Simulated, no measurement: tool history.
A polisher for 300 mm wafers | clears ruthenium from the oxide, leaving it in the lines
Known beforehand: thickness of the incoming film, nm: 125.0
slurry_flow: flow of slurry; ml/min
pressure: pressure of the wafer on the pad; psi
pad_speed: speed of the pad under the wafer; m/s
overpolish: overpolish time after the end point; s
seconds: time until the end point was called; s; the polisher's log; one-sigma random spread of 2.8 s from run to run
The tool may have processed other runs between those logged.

run  hour  slurry_flow  pressure  pad_speed  overpolish  seconds
  1   0.0          265       2.1       0.78          47   113.22
  2   9.0          305       2.1       0.78          47   113.74
  3  14.6          305       1.7       0.70          47   154.49
  4  19.8          305       1.5       0.66          47   187.08
  5  26.6          305       1.3       0.66          47   209.06
  6  28.8          305       1.6       0.66          47   171.59
  7  33.7          305       1.6       0.66          47   174.12
  8  39.2          305       1.4       0.64          47   201.55
  9  45.4          305       1.3       0.64          47   220.92
 10  49.6          295       1.2       0.64          47   233.39
 11  52.8          285       1.2       0.64          47   237.15
 12  60.6          275       1.2       0.64          47   238.30

What does the tool deliver on the next run?
 13  64.6          275       1.0       0.64          47        ?

{"run 13": {"seconds": 277.31}}
